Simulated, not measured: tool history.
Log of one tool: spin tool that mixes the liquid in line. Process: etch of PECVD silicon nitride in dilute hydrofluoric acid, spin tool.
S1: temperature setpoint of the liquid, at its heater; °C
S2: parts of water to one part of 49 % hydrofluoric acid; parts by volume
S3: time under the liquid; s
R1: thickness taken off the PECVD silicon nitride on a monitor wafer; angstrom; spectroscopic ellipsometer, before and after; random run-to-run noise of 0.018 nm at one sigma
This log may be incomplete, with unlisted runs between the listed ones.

| run | hour | S1 | S2 | S3 | R1 |
|---|---|---|---|---|---|
| 1 | 0.0 | 24.0 | 145 | 285 | 113.440 |
| 2 | 6.9 | 22.0 | 155 | 285 | 92.877 |
| 3 | 11.0 | 24.0 | 155 | 285 | 106.410 |
| 4 | 18.1 | 24.0 | 175 | 285 | 94.079 |
| 5 | 22.6 | 24.0 | 155 | 285 | 105.890 |
| 6 | 24.3 | 22.5 | 155 | 285 | 96.062 |

Expected results for the next run?
| 7 | 31.4 | 21.0 | 160 | 285 | ? |

R1: 84.437 angstrom
